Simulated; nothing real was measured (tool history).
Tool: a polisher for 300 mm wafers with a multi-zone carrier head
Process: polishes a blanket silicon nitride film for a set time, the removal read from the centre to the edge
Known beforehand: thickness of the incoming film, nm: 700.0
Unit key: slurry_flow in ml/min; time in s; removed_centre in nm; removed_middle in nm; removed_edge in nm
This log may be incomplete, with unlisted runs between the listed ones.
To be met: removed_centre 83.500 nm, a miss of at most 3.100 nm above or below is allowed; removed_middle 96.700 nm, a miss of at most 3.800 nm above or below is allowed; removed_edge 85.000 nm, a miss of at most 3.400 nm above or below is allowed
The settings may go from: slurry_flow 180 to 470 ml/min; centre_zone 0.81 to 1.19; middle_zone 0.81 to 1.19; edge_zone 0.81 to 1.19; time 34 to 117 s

run 1 hour=0.0 | slurry_flow=300 centre_zone=1.00 middle_zone=1.00 edge_zone=1.00 time=75 | removed_centre=155.220 removed_middle=155.920 removed_edge=148.090
run 2 hour=7.6 | slurry_flow=295 centre_zone=0.97 middle_zone=1.00 edge_zone=0.97 time=65 | removed_centre=130.450 removed_middle=137.410 removed_edge=127.250
run 3 hour=12.8 | slurry_flow=295 centre_zone=1.02 middle_zone=1.00 edge_zone=0.97 time=65 | removed_centre=137.780 removed_middle=135.840 removed_edge=128.430
run 4 hour=14.1 | slurry_flow=295 centre_zone=1.07 middle_zone=1.00 edge_zone=0.97 time=65 | removed_centre=140.800 removed_middle=136.170 removed_edge=126.630
run 5 hour=21.8 | slurry_flow=295 centre_zone=0.99 middle_zone=1.00 edge_zone=0.97 time=65 | removed_centre=131.030 removed_middle=136.100 removed_edge=126.490
run 6 hour=23.6 | slurry_flow=295 centre_zone=0.97 middle_zone=0.99 edge_zone=0.94 time=58 | removed_centre=115.930 removed_middle=121.190 removed_edge=113.520
run 7 hour=25.9 | slurry_flow=295 centre_zone=0.95 middle_zone=1.00 edge_zone=0.91 time=53 | removed_centre=103.390 removed_middle=111.660 removed_edge=99.455
run 8 hour=27.9 | slurry_flow=290 centre_zone=0.92 middle_zone=0.99 edge_zone=0.89 time=52 | removed_centre=99.064 removed_middle=107.220 removed_edge=96.825
run 9 hour=35.4 | slurry_flow=280 centre_zone=0.83 middle_zone=1.01 edge_zone=0.82 time=43 | removed_centre=74.383 removed_middle=90.365 removed_edge=76.682
run 10 hour=40.3 | slurry_flow=290 centre_zone=0.85 middle_zone=1.01 edge_zone=0.84 time=43 | removed_centre=75.690 removed_middle=89.002 removed_edge=78.279
run 11 hour=48.5 | slurry_flow=290 centre_zone=0.87 middle_zone=1.02 edge_zone=0.86 time=43 | removed_centre=78.034 removed_middle=91.731 removed_edge=79.897
run 12 hour=51.6 | slurry_flow=290 centre_zone=0.88 middle_zone=1.03 edge_zone=0.87 time=43 | removed_centre=79.068 removed_middle=90.495 removed_edge=80.367

5 candidate next runs follow, results not yet known. Just one meets every target within its allowed miss. Identify it.
run A hour=54.7 | slurry_flow=245 centre_zone=0.96 middle_zone=1.09 edge_zone=0.81 time=43 | removed_centre=? removed_middle=? removed_edge=?
run B hour=54.7 | slurry_flow=225 centre_zone=0.89 middle_zone=1.03 edge_zone=0.88 time=47 | removed_centre=? removed_middle=? removed_edge=?
run C hour=54.7 | slurry_flow=465 centre_zone=0.97 middle_zone=1.12 edge_zone=0.81 time=40 | removed_centre=? removed_middle=? removed_edge=?
run D hour=54.7 | slurry_flow=300 centre_zone=0.81 middle_zone=1.08 edge_zone=0.87 time=46 | removed_centre=? removed_middle=? removed_edge=?
run E hour=54.7 | slurry_flow=355 centre_zone=1.01 middle_zone=0.97 edge_zone=1.07 time=41 | removed_centre=? removed_middle=? removed_edge=?

move=A removed_centre=82.079 removed_middle=95.026 removed_edge=75.416
move=B removed_centre=82.616 removed_middle=97.806 removed_edge=84.819
move=C removed_centre=82.470 removed_middle=96.183 removed_edge=73.487
move=D removed_centre=77.422 removed_middle=103.420 removed_edge=84.843
move=E removed_centre=85.663 removed_middle=85.461 removed_edge=84.600
A: gets the furthest-off result to its target, but another result is out of tolerance
B: all results land within tolerance of their targets
C: gets the furthest-off result to its target, but another result is out of tolerance
D: takes the result that was furthest off past its target
E: moves away from the targets compared with the last run
So the answer is move B, the one that meets all the targets.
